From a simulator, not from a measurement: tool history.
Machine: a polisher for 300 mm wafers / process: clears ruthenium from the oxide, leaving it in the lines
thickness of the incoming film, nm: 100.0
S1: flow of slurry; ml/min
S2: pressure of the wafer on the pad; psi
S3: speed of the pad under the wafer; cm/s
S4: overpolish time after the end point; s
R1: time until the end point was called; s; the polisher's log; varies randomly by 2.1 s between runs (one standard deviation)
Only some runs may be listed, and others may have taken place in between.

run	hour	S1	S2	S3	S4	R1
1	0.0	255	2.6	86	15	85.748
2	7.4	255	2.6	86	15	81.095
3	10.5	255	3.2	86	15	67.426
4	16.9	255	3.0	84	15	75.108
5	23.7	210	3.0	84	15	79.119
6	26.1	210	3.0	84	12	73.753

Run 7 comes next. What will it give?
7	33.3	210	3.0	84	12	?

Run 7 came out at R1 74.785 s.

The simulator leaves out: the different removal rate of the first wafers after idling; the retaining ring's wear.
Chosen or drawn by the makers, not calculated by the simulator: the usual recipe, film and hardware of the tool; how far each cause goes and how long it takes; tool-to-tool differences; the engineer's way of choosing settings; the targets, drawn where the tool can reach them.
